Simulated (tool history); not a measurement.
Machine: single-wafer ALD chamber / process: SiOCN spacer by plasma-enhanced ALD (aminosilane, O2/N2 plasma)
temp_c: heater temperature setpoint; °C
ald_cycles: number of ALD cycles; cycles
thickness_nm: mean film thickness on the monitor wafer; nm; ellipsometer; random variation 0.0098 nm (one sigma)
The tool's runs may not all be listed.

run,hour,temp_c,ald_cycles,thickness_nm
1,0.0,380,42,2.3824
2,2.5,380,44,2.4981
3,7.8,380,45,2.5600
4,10.7,386,45,2.5580
5,19.7,386,46,2.6216
6,25.5,386,47,2.6776

Estimate the outcome of run 7 from the log above:
7,30.3,386,48,?

{"run 7": {"thickness_nm": 2.7344}}
